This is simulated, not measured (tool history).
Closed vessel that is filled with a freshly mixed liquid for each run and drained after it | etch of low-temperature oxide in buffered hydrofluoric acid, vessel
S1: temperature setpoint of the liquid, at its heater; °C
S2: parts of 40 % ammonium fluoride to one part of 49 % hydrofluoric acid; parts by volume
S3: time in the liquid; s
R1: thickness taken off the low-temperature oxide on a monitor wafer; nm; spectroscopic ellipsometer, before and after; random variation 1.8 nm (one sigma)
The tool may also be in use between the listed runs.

Run 1, hour 0.0: S1 20.0 °C, S2 18.5 parts by volume, S3 105 s. Result: R1 153.23 nm.
Run 2, hour 1.1: S1 20.0 °C, S2 18.5 parts by volume, S3 110 s. Result: R1 159.89 nm.
Run 3, hour 8.9: S1 20.0 °C, S2 18.5 parts by volume, S3 105 s. Result: R1 153.71 nm.
Run 4, hour 16.7: S1 23.5 °C, S2 18.5 parts by volume, S3 105 s. Result: R1 187.26 nm.
Run 5, hour 24.4: S1 24.0 °C, S2 18.0 parts by volume, S3 105 s. Result: R1 195.77 nm.
Run 6, hour 26.6: S1 24.0 °C, S2 18.0 parts by volume, S3 105 s. Result: R1 197.72 nm.
Run 7, hour 29.3: S1 24.5 °C, S2 18.0 parts by volume, S3 105 s. Result: R1 201.87 nm.
Run 8, hour 36.5: S1 24.5 °C, S2 18.0 parts by volume, S3 105 s. Result: R1 202.55 nm.
Run 9, hour 40.8: S1 25.0 °C, S2 18.0 parts by volume, S3 105 s. Result: R1 208.68 nm.

Forecast run 10:
Run 10, hour 49.2: S1 25.5 °C, S2 18.0 parts by volume, S3 105 s. Result: R1 ?.

R1: 215.26 nm
